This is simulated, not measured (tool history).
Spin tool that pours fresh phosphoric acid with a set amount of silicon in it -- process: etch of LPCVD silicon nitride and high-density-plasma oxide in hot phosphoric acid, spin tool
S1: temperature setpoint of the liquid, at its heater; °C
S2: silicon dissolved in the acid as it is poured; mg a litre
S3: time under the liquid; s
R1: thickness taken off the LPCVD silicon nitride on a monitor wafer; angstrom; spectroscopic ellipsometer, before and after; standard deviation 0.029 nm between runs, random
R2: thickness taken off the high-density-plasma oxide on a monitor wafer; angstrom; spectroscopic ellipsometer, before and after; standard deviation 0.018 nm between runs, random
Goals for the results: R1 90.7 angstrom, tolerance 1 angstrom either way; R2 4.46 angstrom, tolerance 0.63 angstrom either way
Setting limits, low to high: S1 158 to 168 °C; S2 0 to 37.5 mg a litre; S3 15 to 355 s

| run | day | S1 | S2 | S3 | R1 | R2 |
|---|---|---|---|---|---|---|
| 1 | 0 | 163 | 16.5 | 180 | 184.6 | 8.6359 |
| 2 | 0.233 | 163 | 16.5 | 120 | 123.51 | 6.022 |
| 3 | 0.258 | 162 | 15 | 115 | 113.98 | 5.151 |
| 4 | 0.442 | 161 | 11.5 | 115 | 110.1 | 5.5109 |
| 5 | 0.8 | 161 | 11.5 | 190 | 182.14 | 9.3755 |
| 6 | 1.017 | 161 | 11.5 | 230 | 220.23 | 10.877 |
| 7 | 1.288 | 158.5 | 12 | 140 | 123.58 | 5.0902 |
| 8 | 1.4 | 158 | 2.5 | 75 | 65.113 | 3.3625 |
| 9 | 1.608 | 159.5 | 6 | 70 | 63.746 | 3.4961 |
| 10 | 1.883 | 160.5 | 9.5 | 70 | 65.766 | 3.2526 |
| 11 | 1.979 | 162 | 13 | 70 | 69.432 | 3.3984 |
| 12 | 2.112 | 164.5 | 23.5 | 85 | 91.485 | 3.5723 |
| 13 | 2.246 | 164.5 | 14 | 90 | 97.295 | 5.115 |
| 14 | 2.35 | 164 | 14 | 90 | 95.103 | 4.9874 |
| 15 | 2.508 | 163.5 | 14 | 90 | 94.094 | 4.6383 |

Of the 5 settings listed for the next run, only one would bring every result within its allowed miss of target. Which one?
| A | 2.667 | 166 | 10 | 85 | ? | ? |
| B | 2.667 | 163 | 18.5 | 95 | ? | ? |
| C | 2.667 | 163.5 | 10.5 | 95 | ? | ? |
| D | 2.667 | 164 | 15.5 | 90 | ? | ? |
| E | 2.667 | 164 | 16 | 85 | ? | ? |

| move | R1 | R2 |
|---|---|---|
| A | 96.182 | 6.0494 |
| B | 97.395 | 4.411 |
| C | 99.019 | 5.5777 |
| D | 95.369 | 4.8643 |
| E | 90.071 | 4.5359 |
A: further off than the last run
B: further off than the last run
C: further off than the last run
D: further off than the last run
E: in spec on every target
The move that meets every target is E.
